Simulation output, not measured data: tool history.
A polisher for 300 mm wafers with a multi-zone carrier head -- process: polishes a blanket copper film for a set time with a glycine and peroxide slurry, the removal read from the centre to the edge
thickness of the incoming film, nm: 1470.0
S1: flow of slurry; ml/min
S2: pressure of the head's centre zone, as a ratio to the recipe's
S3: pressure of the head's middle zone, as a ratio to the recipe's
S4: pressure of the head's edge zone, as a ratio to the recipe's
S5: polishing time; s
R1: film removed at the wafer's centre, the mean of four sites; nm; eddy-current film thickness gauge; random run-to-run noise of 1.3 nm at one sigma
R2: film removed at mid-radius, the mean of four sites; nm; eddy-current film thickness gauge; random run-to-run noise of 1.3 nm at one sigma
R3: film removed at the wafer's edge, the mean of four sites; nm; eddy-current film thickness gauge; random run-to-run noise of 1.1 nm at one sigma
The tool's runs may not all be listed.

run  hour   S1    S2    S3    S4  S5      R1      R2      R3
  1     0  265     1     1     1  54  180.12  185.63  181.81
  2   3.5  265  0.93     1     1  54  169.92  186.35  180.99
  3  11.4  265  0.93  1.07     1  54  171.41  194.88   182.7
  4  14.5  255  0.92  1.03  0.96  51  158.24  175.75   167.7
  5  17.2  255  0.92  1.03  0.88  51  156.64  177.25  159.12
  6  21.3  245  0.91     1  0.86  50   151.8  170.13  156.01
  7    24  240  0.91  0.98  0.85  49  149.17  159.64  152.31
  8  25.4  235   0.9  0.98  0.84  48  142.57  160.89  146.27

What does the tool deliver on the next run?
  9  29.8  225  0.9  0.96  0.84  48   ?   ?   ?

{"run 9": {"R1": 144.61, "R2": 156.39, "R3": 146.89}}

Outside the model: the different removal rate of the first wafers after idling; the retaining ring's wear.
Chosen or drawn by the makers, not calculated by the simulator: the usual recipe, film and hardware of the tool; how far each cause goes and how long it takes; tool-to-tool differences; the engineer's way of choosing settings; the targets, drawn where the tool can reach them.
